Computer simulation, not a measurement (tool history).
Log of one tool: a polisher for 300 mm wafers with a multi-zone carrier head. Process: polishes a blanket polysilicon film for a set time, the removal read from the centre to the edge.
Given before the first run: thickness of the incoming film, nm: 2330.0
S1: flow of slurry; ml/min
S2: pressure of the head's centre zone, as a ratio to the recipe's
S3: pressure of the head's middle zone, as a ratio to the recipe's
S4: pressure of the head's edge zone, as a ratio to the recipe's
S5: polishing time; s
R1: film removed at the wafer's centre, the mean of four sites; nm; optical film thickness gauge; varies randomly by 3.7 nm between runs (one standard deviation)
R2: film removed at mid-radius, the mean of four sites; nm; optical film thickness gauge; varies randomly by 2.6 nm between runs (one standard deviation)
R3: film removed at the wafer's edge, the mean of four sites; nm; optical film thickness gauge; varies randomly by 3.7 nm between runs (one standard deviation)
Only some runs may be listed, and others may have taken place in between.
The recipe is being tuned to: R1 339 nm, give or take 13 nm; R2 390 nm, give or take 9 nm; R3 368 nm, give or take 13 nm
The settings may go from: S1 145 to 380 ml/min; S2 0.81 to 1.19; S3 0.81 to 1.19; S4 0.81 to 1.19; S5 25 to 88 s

| run | hour | S1 | S2 | S3 | S4 | S5 | R1 | R2 | R3 |
|---|---|---|---|---|---|---|---|---|---|
| 1 | 0 | 245 | 1 | 1 | 1 | 56 | 525.46 | 511.16 | 502.88 |
| 2 | 5.3 | 245 | 1 | 1 | 1.04 | 56 | 524.23 | 515.22 | 519.14 |
| 3 | 9.1 | 240 | 0.97 | 1 | 1.02 | 54 | 481.5 | 499.12 | 496.62 |
| 4 | 13.6 | 235 | 0.96 | 0.99 | 0.99 | 52 | 464.66 | 471.26 | 468.29 |
| 5 | 20.9 | 235 | 0.96 | 0.99 | 1.08 | 52 | 468.37 | 474.2 | 474.92 |
| 6 | 26.8 | 190 | 0.96 | 0.99 | 1.08 | 52 | 450.01 | 456.8 | 471.43 |
| 7 | 35 | 200 | 0.95 | 0.99 | 1.06 | 50 | 429.84 | 446.17 | 456.77 |
| 8 | 43.4 | 215 | 0.94 | 0.99 | 1.04 | 48 | 404.9 | 425.68 | 437.46 |

Consider the 4 candidate settings below. Which is the only one whose results all fall within their allowed miss of target?
| A | 51.8 | 215 | 0.96 | 0.96 | 0.97 | 52 | ? | ? | ? |
| B | 51.8 | 225 | 0.9 | 1.06 | 0.99 | 41 | ? | ? | ? |
| C | 51.8 | 255 | 1 | 1.03 | 1.06 | 39 | ? | ? | ? |
| D | 51.8 | 255 | 0.91 | 1.01 | 1.01 | 40 | ? | ? | ? |

| move | R1 | R2 | R3 |
|---|---|---|---|
| A | 451.34 | 457.31 | 464.07 |
| B | 336.16 | 390.38 | 370.36 |
| C | 362.24 | 369.47 | 367.13 |
| D | 337.79 | 373.74 | 369.14 |
A: moves away from the targets compared with the last run
B: every result within its allowed miss
C: brings the last run's worst result on target, with another outside its allowed miss
D: brings the last run's worst result on target, with another outside its allowed miss
The right move is B.
